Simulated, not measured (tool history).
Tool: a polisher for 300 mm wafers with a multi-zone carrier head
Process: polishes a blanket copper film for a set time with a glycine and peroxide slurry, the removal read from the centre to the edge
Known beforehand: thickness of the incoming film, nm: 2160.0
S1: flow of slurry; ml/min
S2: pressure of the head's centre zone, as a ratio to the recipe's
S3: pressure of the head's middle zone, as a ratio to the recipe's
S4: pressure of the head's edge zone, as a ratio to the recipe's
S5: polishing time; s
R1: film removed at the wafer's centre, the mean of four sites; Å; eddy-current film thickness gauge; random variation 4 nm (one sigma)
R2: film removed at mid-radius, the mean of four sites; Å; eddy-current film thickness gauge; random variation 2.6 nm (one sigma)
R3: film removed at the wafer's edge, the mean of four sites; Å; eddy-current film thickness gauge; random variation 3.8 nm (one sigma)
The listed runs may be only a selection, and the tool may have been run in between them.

run,day,S1,S2,S3,S4,S5,R1,R2,R3
1,0,190,1,1,1,69,3027,2922.1,2984.9
2,0.146,190,1,1.04,1,69,2987.4,3055.5,3005
3,0.225,195,0.99,1.05,1.03,71,3108.4,3172.2,3085.3
4,0.375,185,0.97,1.05,1.04,75,3214.4,3333,3224.2
5,0.575,185,0.97,1.12,1.04,75,3177.7,3526.8,3307.2
6,0.625,175,0.95,1.11,1.06,78,3175.1,3568,3421.1
7,0.879,175,0.94,1.11,1.08,80,3212.5,3644.3,3529.8
8,1.121,180,0.94,1.11,1.1,81,3362.2,3702.7,3623.5
9,1.242,185,0.93,1.11,1.11,82,3336.3,3840.6,3737.3
10,1.6,190,0.93,1.11,1.12,82,3267.6,3839.9,3772.1

For run 11, what comes out?
11,1.862,195,0.94,1.11,1.13,82,?,?,?

R1: 3351.9 Å
R2: 3816.8 Å
R3: 3790.1 Å
